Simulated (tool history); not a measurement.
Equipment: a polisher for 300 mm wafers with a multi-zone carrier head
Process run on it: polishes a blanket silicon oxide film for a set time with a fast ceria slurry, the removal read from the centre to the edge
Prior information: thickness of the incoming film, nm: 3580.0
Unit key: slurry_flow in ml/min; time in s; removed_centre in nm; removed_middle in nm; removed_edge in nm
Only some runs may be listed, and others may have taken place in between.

run  hour  slurry_flow  centre_zone  middle_zone  edge_zone  time  removed_centre  removed_middle  removed_edge
  1     0          260            1            1          1    89          843.27          851.73        854.87
  2   8.1          260            1            1       1.07    89          831.03          866.53           894
  3  12.8          200            1            1       1.07    89          790.73          823.43        875.54
  4  15.7          200            1            1       1.13    89          781.69          837.88        909.16
  5  16.6          200            1            1       1.09    89          794.73          823.75        887.58
  6  19.3          200            1            1       1.05    89          797.75          835.73        867.97
  7  21.7          195            1         0.99       1.03    88          774.84          812.61        844.93
  8  29.3          190            1         0.99       1.02    88          790.68          811.46        843.83
  9  31.3          190            1         0.99       1.01    88          795.56          802.69        831.26
     37.3  -- worn pad replaced by a new one
 10  37.3          175         0.97            1       0.97    87          832.07          898.15         914.6
 11  45.2          175         0.98            1       0.98    86          832.37          887.09        902.43
 12  51.9          190         0.99            1       0.99    85          847.21           895.8         896.2
 13  53.8          190         0.99         0.99          1    82          804.36          856.19        882.74
 14  59.4          190         1.01         0.99          1    79          801.01          815.69        853.73
 15    67          190         1.01         0.99          1    79          816.26          818.02        846.77

Run 16 comes next. What will it give?
 16  72.8          200            1         0.99       0.99    71               ?               ?             ?

Run 16 produced removed_centre 713.89 nm, removed_middle 743.13 nm, removed_edge 760.45 nm.
